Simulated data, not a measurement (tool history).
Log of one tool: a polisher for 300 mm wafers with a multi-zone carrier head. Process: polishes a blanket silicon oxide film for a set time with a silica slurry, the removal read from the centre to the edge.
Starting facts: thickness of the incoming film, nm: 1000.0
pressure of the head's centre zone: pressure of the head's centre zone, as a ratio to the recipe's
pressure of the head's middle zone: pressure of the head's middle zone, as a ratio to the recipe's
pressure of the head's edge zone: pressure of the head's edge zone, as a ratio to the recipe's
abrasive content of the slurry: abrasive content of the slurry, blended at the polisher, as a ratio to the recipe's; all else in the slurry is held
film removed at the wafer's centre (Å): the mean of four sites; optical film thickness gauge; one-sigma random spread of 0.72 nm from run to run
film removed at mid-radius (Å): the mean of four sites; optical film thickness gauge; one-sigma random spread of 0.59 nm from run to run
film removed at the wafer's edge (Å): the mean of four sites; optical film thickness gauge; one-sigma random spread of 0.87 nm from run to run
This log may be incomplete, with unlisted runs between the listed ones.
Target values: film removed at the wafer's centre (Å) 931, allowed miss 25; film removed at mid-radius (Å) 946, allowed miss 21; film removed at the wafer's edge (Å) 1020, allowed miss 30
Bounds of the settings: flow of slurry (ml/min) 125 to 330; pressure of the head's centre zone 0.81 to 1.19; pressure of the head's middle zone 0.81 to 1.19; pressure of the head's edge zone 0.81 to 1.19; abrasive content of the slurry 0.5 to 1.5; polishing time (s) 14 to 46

run,hour,flow of slurry (ml/min),pressure of the head's centre zone,pressure of the head's middle zone,pressure of the head's edge zone,abrasive content of the slurry,polishing time (s),film removed at the wafer's centre (Å),film removed at mid-radius (Å),film removed at the wafer's edge (Å)
1,0,210,1,1,1,1,30,613.61,623.35,633.08
2,3.7,210,1,1,1,1,27,546.33,560.17,572.47
3,12.3,220,1,1.01,1.05,1.15,29,629.6,654.02,659.3
4,18.6,220,1,1.01,1.05,1.15,27,592.96,598,629.13
5,22,230,1,1.01,1.09,1.25,29,655.36,674.61,721.13
6,28.3,230,1,1.07,1.09,1.25,29,650.75,700.93,690.63
7,29.7,240,1.01,1.06,1.11,1.3,31,737.25,767.82,770.6
8,33,245,1.01,1.05,1.13,1.35,32,757.96,789.66,829.29

Exercise: of the 4 proposed moves below, exactly one satisfies all targets within the stated allowed misses. Which move is it?
A,36.3,245,1.09,1.11,1.01,1.1,42,?,?,?
B,36.3,245,1.03,0.95,1.19,1.4,38,?,?,?
C,36.3,220,0.86,1.04,1.1,1.5,41,?,?,?
D,36.3,305,1.01,1.01,1.18,1.5,37,?,?,?

move,film removed at the wafer's centre (Å),film removed at mid-radius (Å),film removed at the wafer's edge (Å)
A,989.77,1013.9,940.73
B,928.26,897.08,1017.6
C,842.79,1046.9,1067.9
D,933.48,959.89,1029.3
A: takes the result that was furthest off past its target
B: nearer the targets than the last run, but a result is still out of spec
C: takes the result that was furthest off past its target
D: every result lands within tolerance
The right move is D.
